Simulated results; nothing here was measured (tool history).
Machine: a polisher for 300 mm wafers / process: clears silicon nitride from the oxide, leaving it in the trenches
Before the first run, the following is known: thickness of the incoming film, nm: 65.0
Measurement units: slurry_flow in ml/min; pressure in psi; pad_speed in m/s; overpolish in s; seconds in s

{"run": 1, "hour": 0.0, "slurry_flow": 200, "pressure": 1.9, "pad_speed": 1.2, "overpolish": 16, "seconds": 108.4}
{"run": 2, "hour": 8.4, "slurry_flow": 200, "pressure": 1.9, "pad_speed": 0.9, "overpolish": 16, "seconds": 146.06}
{"run": 3, "hour": 10.6, "slurry_flow": 200, "pressure": 2.1, "pad_speed": 0.9, "overpolish": 16, "seconds": 130.13}
{"run": 4, "hour": 17.2, "slurry_flow": 200, "pressure": 1.9, "pad_speed": 0.9, "overpolish": 16, "seconds": 143.79}
{"run": 5, "hour": 24.4, "slurry_flow": 200, "pressure": 1.8, "pad_speed": 0.9, "overpolish": 16, "seconds": 151.46}
{"run": 6, "hour": 31.1, "slurry_flow": 170, "pressure": 1.8, "pad_speed": 0.9, "overpolish": 16, "seconds": 152.34}
{"run": 7, "hour": 38.9, "slurry_flow": 170, "pressure": 1.7, "pad_speed": 0.9, "overpolish": 16, "seconds": 164.54}

What will run 8 give?
{"run": 8, "hour": 41.7, "slurry_flow": 170, "pressure": 1.6, "pad_speed": 0.9, "overpolish": 16, "seconds": "?"}

{"run 8": {"seconds": 171}}

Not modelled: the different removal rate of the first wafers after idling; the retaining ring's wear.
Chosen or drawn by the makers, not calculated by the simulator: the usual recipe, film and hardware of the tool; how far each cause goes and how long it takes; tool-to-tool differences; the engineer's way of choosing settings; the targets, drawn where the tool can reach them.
